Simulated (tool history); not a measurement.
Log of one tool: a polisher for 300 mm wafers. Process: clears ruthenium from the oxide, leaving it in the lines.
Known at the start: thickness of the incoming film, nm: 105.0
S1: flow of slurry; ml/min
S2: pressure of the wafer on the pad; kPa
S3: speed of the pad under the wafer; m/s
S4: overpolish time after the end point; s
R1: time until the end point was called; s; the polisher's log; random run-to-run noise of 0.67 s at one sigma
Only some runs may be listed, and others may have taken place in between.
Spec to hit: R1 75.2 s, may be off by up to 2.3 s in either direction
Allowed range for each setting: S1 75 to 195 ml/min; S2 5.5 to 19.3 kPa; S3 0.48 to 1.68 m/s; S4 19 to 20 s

run 1 hour=0 | S1=125 S2=12.4 S3=1.08 S4=19 | R1=102.58
run 2 hour=5.6 | S1=130 S2=13.1 S3=1.08 S4=19 | R1=98.403
run 3 hour=7.2 | S1=150 S2=13.1 S3=1.08 S4=19 | R1=98.508
run 4 hour=11.5 | S1=150 S2=13.1 S3=1.08 S4=19 | R1=96.307
run 5 hour=16.8 | S1=150 S2=13.8 S3=1.08 S4=19 | R1=93.451
run 6 hour=18.5 | S1=150 S2=14.5 S3=1.08 S4=19 | R1=90.905
run 7 hour=22.1 | S1=150 S2=15.2 S3=1.08 S4=19 | R1=88.098
run 8 hour=24.3 | S1=150 S2=15.9 S3=1.08 S4=19 | R1=85.08

Which one of the following 4 next-run settings gets every result inside its allowed miss? There is exactly one.
run A hour=26.5 | S1=150 S2=15.2 S3=0.98 S4=20 | R1=?
run B hour=26.5 | S1=145 S2=15.9 S3=1.04 S4=20 | R1=?
run C hour=26.5 | S1=160 S2=14.5 S3=1.4 S4=19 | R1=?
run D hour=26.5 | S1=145 S2=15.9 S3=0.9 S4=19 | R1=?

move=A R1=90.73
move=B R1=85.322
move=C R1=74.45
move=D R1=92.695
A: misses by more than the last run did
B: no nearer and no further than the last run
C: every result lands within tolerance
D: misses by more than the last run did
Answer: C
